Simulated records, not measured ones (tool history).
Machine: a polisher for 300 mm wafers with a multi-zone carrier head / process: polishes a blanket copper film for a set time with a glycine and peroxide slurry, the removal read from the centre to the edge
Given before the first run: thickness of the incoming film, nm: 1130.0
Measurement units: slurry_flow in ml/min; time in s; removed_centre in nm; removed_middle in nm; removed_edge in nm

run 1 day=0 | slurry_flow=300 centre_zone=1 middle_zone=1 edge_zone=1 time=58 | removed_centre=332.73 removed_middle=325.48 removed_edge=332.38
run 2 day=0.346 | slurry_flow=260 centre_zone=1 middle_zone=1 edge_zone=1 time=58 | removed_centre=326.09 removed_middle=323.3 removed_edge=328.82
run 3 day=0.558 | slurry_flow=260 centre_zone=1.04 middle_zone=1 edge_zone=1 time=58 | removed_centre=339.23 removed_middle=329.47 removed_edge=330.66
run 4 day=0.892 | slurry_flow=245 centre_zone=0.99 middle_zone=1.01 edge_zone=0.99 time=54 | removed_centre=300.71 removed_middle=305.71 removed_edge=302.12
run 5 day=1.008 | slurry_flow=245 centre_zone=0.99 middle_zone=1.01 edge_zone=1.03 time=54 | removed_centre=300.37 removed_middle=304.98 removed_edge=311.3
run 6 day=1.35 | slurry_flow=245 centre_zone=0.99 middle_zone=1.01 edge_zone=0.99 time=54 | removed_centre=299.12 removed_middle=302.71 removed_edge=304.7
run 7 day=1.554 | slurry_flow=200 centre_zone=0.89 middle_zone=1 edge_zone=0.89 time=41 | removed_centre=201.96 removed_middle=225.24 removed_edge=217.76
run 8 day=1.629 | slurry_flow=200 centre_zone=0.89 middle_zone=1 edge_zone=0.89 time=41 | removed_centre=202.25 removed_middle=226.9 removed_edge=218.36
run 9 day=1.929 | slurry_flow=210 centre_zone=0.88 middle_zone=1.01 edge_zone=0.92 time=41 | removed_centre=199.84 removed_middle=228.97 removed_edge=220.4

Expected results for the next run?
run 10 day=2.229 | slurry_flow=220 centre_zone=0.88 middle_zone=1.02 edge_zone=0.95 time=41 | removed_centre=? removed_middle=? removed_edge=?

For run 10 the tool returned removed_centre 200.69 nm, removed_middle 228.73 nm, removed_edge 223.49 nm.
